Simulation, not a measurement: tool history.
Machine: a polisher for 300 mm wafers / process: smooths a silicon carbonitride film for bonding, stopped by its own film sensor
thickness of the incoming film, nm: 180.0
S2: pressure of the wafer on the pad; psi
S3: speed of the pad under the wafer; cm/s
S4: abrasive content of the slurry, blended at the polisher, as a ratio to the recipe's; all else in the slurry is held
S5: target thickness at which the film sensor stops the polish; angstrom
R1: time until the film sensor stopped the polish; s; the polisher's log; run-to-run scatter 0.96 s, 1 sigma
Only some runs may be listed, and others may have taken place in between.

run 1 hour=0 | flow_of_slurry_(ml/min)=190 S2=2.4 S3=100 S4=1 S5=1540 | R1=83.173
run 2 hour=5.9 | flow_of_slurry_(ml/min)=190 S2=2.4 S3=100 S4=1 S5=1540 | R1=83.188
run 3 hour=11.6 | flow_of_slurry_(ml/min)=190 S2=2.4 S3=84 S4=1 S5=1540 | R1=88.12
run 4 hour=18.5 | flow_of_slurry_(ml/min)=190 S2=2.5 S3=86 S4=1 S5=1540 | R1=83.731
run 5 hour=25.1 | flow_of_slurry_(ml/min)=160 S2=2.5 S3=86 S4=1 S5=1540 | R1=86.871
run 6 hour=29.7 | flow_of_slurry_(ml/min)=160 S2=2.6 S3=88 S4=1 S5=1540 | R1=85.856

Estimate the outcome of run 7 from the log above:
run 7 hour=34.2 | flow_of_slurry_(ml/min)=165 S2=2.7 S3=90 S4=1 S5=1540 | R1=?

Run 7 measured R1 80.158 s.
